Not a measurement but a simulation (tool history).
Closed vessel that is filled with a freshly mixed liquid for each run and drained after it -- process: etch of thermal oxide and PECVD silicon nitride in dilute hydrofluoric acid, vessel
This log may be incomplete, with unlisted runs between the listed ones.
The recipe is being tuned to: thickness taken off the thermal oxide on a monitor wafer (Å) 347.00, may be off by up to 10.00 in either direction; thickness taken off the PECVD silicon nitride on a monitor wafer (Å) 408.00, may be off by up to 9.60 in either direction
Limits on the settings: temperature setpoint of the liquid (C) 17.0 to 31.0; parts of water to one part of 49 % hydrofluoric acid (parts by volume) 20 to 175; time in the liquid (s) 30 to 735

run  hour  temperature setpoint of the liquid (C)  parts of water to one part of 49 % hydrofluoric acid (parts by volume)  time in the liquid (s)  thickness taken off the thermal oxide on a monitor wafer (Å)  thickness taken off the PECVD silicon nitride on a monitor wafer (Å)
  1   0.0                                    23.0                                                                      95                     375                                                        177.25                                                                180.04
  2   8.4                                    25.5                                                                      95                     375                                                        195.66                                                                211.26
  3  11.6                                    22.0                                                                      95                     375                                                        168.79                                                                167.69
  4  12.9                                    22.0                                                                      60                     375                                                        279.95                                                                262.42
  5  15.1                                    24.0                                                                      60                     380                                                        306.89                                                                302.72
  6  22.3                                    25.5                                                                      65                     385                                                        304.68                                                                314.86
  7  26.8                                    26.5                                                                      65                     385                                                        316.89                                                                339.08
  8  27.7                                    27.5                                                                      65                     385                                                        332.13                                                                359.94
  9  28.4                                    28.0                                                                      65                     385                                                        333.05                                                                370.09
 10  34.5                                    28.5                                                                      65                     385                                                        343.08                                                                385.71
 11  40.1                                    29.0                                                                      65                     385                                                        349.23                                                                393.80

Below are 4 possible settings for the next run. Only one of them brings all results inside the allowed miss of their targets. Which is it?
  A  45.7                                    26.5                                                                      45                     295                                                             ?                                                                     ?
  B  45.7                                    27.5                                                                      65                     415                                                             ?                                                                     ?
  C  45.7                                    30.0                                                                      75                     430                                                             ?                                                                     ?
  D  45.7                                    29.5                                                                      60                     365                                                             ?                                                                     ?

move  thickness taken off the thermal oxide on a monitor wafer (Å)  thickness taken off the PECVD silicon nitride on a monitor wafer (Å)
   A                                                        362.85                                                                372.30
   B                                                        356.85                                                                389.10
   C                                                        347.67                                                                410.50
   D                                                        370.52                                                                421.64
A: moves away from the targets compared with the last run
B: moves away from the targets compared with the last run
C: every result lands within tolerance
D: pushes the last run's worst result past its target
The move that meets every target is C.
